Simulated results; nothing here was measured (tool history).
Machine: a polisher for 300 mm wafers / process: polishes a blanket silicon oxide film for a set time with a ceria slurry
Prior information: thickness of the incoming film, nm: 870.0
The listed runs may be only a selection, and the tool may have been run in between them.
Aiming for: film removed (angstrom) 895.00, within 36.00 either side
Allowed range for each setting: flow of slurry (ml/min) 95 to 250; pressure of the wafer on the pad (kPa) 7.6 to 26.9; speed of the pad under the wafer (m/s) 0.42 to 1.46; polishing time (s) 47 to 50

run  hour  flow of slurry (ml/min)  pressure of the wafer on the pad (kPa)  speed of the pad under the wafer (m/s)  polishing time (s)  film removed (angstrom)
  1   0.0                      160                                    17.2                                    0.94                  47                  1797.10
  2   8.1                      160                                    17.2                                    0.94                  50                  1939.40
  3  12.3                      180                                    17.2                                    0.94                  50                  1946.20
  4  19.7                      180                                    17.2                                    0.94                  50                  1936.00
  5  21.0                      180                                    17.2                                    0.94                  47                  1852.80
  6  25.0                      180                                    15.9                                    0.92                  47                  1654.50
  7  29.7                      180                                    15.2                                    0.90                  47                  1530.70
  8  34.2                      180                                    14.5                                    0.90                  47                  1465.20
  9  36.4                      180                                    13.8                                    0.90                  47                  1413.60
 10  41.6                      165                                     9.0                                    0.80                  47                   847.58

Exercise: of the 4 proposed moves below, exactly one satisfies all targets within the stated allowed misses. Which move is it?
  A  46.8                      165                                     9.0                                    0.96                  48                        ?
  B  46.8                      180                                    11.0                                    0.56                  49                        ?
  C  46.8                      170                                    10.3                                    0.72                  47                        ?
  D  46.8                      160                                     9.0                                    0.94                  49                        ?

move  film removed (angstrom)
   A                   996.09
   B                   815.48
   C                   886.87
   D                   995.76
A: takes the biggest miss from the last run beyond its target
B: further off than the last run
C: all results in spec
D: takes the biggest miss from the last run beyond its target
Answer: C
